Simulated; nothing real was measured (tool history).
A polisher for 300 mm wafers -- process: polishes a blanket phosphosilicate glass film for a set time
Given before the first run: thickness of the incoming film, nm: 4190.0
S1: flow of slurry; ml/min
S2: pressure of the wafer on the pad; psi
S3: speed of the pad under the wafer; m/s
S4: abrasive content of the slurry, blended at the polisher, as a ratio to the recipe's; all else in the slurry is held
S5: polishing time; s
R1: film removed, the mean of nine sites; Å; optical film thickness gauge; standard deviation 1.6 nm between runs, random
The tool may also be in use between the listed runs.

run	hour	S1	S2	S3	S4	S5	R1
1	0.0	125	3.3	0.76	1.0	32	2076.7
2	6.0	125	3.7	0.76	1.0	32	2287.5
3	7.6	125	3.0	0.72	1.0	32	1779.2
4	12.2	125	3.0	0.72	1.0	32	1779.6
5	16.5	125	2.6	0.72	1.0	32	1548.0
6	20.6	125	2.6	0.72	1.0	32	1593.4
7	26.9	125	2.3	0.72	1.0	32	1395.6
8	32.7	125	2.1	0.72	1.0	32	1254.2
# hour 36.5: head pressure recalibrated
9	36.5	115	1.9	0.72	1.0	32	1037.7
10	40.3	120	1.9	0.72	1.0	32	1047.0
11	42.5	120	1.9	0.72	1.0	32	1019.0
12	44.7	130	2.3	0.72	1.0	32	1255.6
13	51.0	135	2.3	0.72	1.0	32	1286.3
14	55.6	115	2.0	0.72	1.0	32	1084.2
15	62.8	115	2.0	0.72	1.0	32	1065.1

What does the tool deliver on the next run?
16	65.2	120	2.0	0.72	1.0	32	?

R1: 1088.4 Å
